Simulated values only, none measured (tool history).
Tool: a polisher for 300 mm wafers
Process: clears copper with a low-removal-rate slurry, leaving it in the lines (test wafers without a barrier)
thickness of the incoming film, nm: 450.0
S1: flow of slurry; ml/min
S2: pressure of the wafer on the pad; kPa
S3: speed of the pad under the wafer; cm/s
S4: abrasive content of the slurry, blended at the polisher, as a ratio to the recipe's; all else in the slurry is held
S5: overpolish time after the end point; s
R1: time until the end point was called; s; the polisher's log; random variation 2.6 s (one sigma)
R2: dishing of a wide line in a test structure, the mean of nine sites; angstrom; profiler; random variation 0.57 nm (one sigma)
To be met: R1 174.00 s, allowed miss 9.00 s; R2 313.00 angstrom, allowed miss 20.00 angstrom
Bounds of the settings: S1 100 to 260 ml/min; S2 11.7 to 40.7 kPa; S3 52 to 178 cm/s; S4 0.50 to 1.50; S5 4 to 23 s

{"run": 1, "day": 0.0, "S1": 165, "S2": 26.2, "S3": 114, "S4": 1.0, "S5": 12, "R1": 132.41, "R2": 275.17}
{"run": 2, "day": 0.138, "S1": 165, "S2": 24.8, "S3": 114, "S4": 1.0, "S5": 13, "R1": 146.54, "R2": 278.24}
{"run": 3, "day": 0.354, "S1": 165, "S2": 24.1, "S3": 114, "S4": 1.0, "S5": 14, "R1": 146.25, "R2": 282.39}
{"run": 4, "day": 0.704, "S1": 165, "S2": 23.4, "S3": 114, "S4": 1.0, "S5": 15, "R1": 152.7, "R2": 304.53}
{"run": 5, "day": 0.883, "S1": 165, "S2": 23.4, "S3": 114, "S4": 1.15, "S5": 15, "R1": 146.22, "R2": 307.86}
{"run": 6, "day": 1.012, "S1": 180, "S2": 23.4, "S3": 114, "S4": 1.15, "S5": 15, "R1": 149.38, "R2": 302.81}
{"run": 7, "day": 1.092, "S1": 180, "S2": 22.8, "S3": 114, "S4": 1.15, "S5": 16, "R1": 149.63, "R2": 311.42}
{"run": 8, "day": 1.317, "S1": 180, "S2": 22.8, "S3": 114, "S4": 1.15, "S5": 16, "R1": 146.06, "R2": 304.76}
{"run": 9, "day": 1.621, "S1": 170, "S2": 22.1, "S3": 114, "S4": 1.15, "S5": 16, "R1": 152.86, "R2": 304.85}
{"run": 10, "day": 1.667, "S1": 170, "S2": 21.4, "S3": 114, "S4": 1.15, "S5": 17, "R1": 159.5, "R2": 307.15}
{"run": 11, "day": 1.771, "S1": 170, "S2": 20.7, "S3": 114, "S4": 1.15, "S5": 17, "R1": 165.02, "R2": 310.78}
{"run": 12, "day": 2.071, "S1": 165, "S2": 20.0, "S3": 114, "S4": 1.15, "S5": 17, "R1": 165.48, "R2": 297.76}

Which of these 5 next moves meets every target?
{"run": "A", "day": 2.371, "S1": 185, "S2": 22.1, "S3": 116, "S4": 1.1, "S5": 17, "R1": "?", "R2": "?"}
{"run": "B", "day": 2.371, "S1": 150, "S2": 24.1, "S3": 88, "S4": 1.35, "S5": 14, "R1": "?", "R2": "?"}
{"run": "C", "day": 2.371, "S1": 240, "S2": 17.2, "S3": 156, "S4": 1.5, "S5": 14, "R1": "?", "R2": "?"}
{"run": "D", "day": 2.371, "S1": 170, "S2": 20.0, "S3": 114, "S4": 1.1, "S5": 19, "R1": "?", "R2": "?"}
{"run": "E", "day": 2.371, "S1": 200, "S2": 20.0, "S3": 128, "S4": 1.25, "S5": 17, "R1": "?", "R2": "?"}

move=A R1=151.50 R2=322.29
move=B R1=169.57 R2=251.76
move=C R1=138.66 R2=291.07
move=D R1=170.82 R2=317.79
move=E R1=149.15 R2=323.95
A: further off than the last run
B: brings the result that was furthest off to its target, and leaves another outside
C: further off than the last run
D: meets every target
E: further off than the last run
Answer: D
